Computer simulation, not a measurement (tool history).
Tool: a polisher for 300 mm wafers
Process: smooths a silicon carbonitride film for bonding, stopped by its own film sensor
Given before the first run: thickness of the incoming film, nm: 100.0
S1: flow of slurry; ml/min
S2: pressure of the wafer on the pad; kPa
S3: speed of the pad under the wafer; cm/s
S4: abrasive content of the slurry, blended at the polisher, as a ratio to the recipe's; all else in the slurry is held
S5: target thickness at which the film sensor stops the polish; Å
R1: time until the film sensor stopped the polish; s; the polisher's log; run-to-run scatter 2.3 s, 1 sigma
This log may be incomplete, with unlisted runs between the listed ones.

run	hour	S1	S2	S3	S4	S5	R1
1	0.0	275	15.9	104	1.0	800	79.435
2	4.3	275	14.5	102	1.0	800	86.556
3	11.2	340	14.5	102	1.0	800	86.307
4	16.5	340	13.1	100	1.0	800	97.843
5	18.3	315	13.1	100	1.0	800	97.434
6	24.8	315	12.4	100	1.0	800	101.400
7	33.0	315	11.7	100	1.0	800	104.650

Run 8, settings as shown, results not yet in. Your forecast:
8	41.3	315	11.0	100	1.0	800	?

{"run 8": {"R1": 110.64}}

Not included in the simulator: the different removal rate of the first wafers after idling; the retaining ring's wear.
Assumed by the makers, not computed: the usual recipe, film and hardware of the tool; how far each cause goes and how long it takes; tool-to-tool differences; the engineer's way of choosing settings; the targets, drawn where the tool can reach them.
